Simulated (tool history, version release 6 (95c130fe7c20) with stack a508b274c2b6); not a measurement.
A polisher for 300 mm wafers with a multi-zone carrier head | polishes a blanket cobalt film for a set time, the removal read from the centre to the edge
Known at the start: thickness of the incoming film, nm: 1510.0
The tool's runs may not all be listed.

run,hour,flow of slurry (ml/min),pressure of the head's centre zone,pressure of the head's middle zone,pressure of the head's edge zone,polishing time (s),film removed at the wafer's centre (Å),film removed at mid-radius (Å),film removed at the wafer's edge (Å)
1,0,175,1,1,1,32,1130.5,1132.8,1150.7
2,2.6,175,1,1,1.05,32,1124.6,1099.1,1186
3,7.1,170,1.01,0.97,1.04,32,1150.1,1071,1183.2
4,14.4,160,1.02,0.95,1.03,32,1138.2,1060.4,1140.8
5,15.1,155,1.02,0.93,1.03,32,1139.7,1030.1,1149.6
6,24,175,1.02,0.93,1.03,32,1154.9,1053.6,1164.3
7,25,165,1.02,0.91,1.02,32,1127.7,1009.7,1146.8
8,31,160,1.03,0.9,1.01,32,1167.4,996.48,1139

Run 9 comes next. What will it give?
9,37.6,155,1.03,0.9,1,32,?,?,?

film removed at the wafer's centre (Å): 1152.7
film removed at mid-radius (Å): 1014.7
film removed at the wafer's edge (Å): 1137.1

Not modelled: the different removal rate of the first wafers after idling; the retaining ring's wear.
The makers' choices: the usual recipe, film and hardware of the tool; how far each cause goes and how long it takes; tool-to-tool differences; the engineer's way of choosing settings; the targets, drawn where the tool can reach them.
